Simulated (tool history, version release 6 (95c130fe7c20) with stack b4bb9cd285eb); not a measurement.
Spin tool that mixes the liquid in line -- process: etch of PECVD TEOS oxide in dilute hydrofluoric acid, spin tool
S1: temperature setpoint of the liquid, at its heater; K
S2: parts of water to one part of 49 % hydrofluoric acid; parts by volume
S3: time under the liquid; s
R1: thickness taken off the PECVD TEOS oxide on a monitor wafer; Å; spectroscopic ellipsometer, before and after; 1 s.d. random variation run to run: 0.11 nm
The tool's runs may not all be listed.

run 1 day=0.000 | S1=299.15 S2=95 S3=95 | R1=191.84
run 2 day=0.154 | S1=299.15 S2=95 S3=75 | R1=151.68
run 3 day=0.400 | S1=299.65 S2=95 S3=75 | R1=154.40
run 4 day=0.508 | S1=299.65 S2=95 S3=95 | R1=196.63
run 5 day=0.617 | S1=299.65 S2=75 S3=95 | R1=255.82
run 6 day=0.658 | S1=302.65 S2=75 S3=95 | R1=285.77

Run 7 comes next. What will it give?
run 7 day=0.858 | S1=301.15 S2=75 S3=95 | R1=?

{"run 7": {"R1": 273.68}}
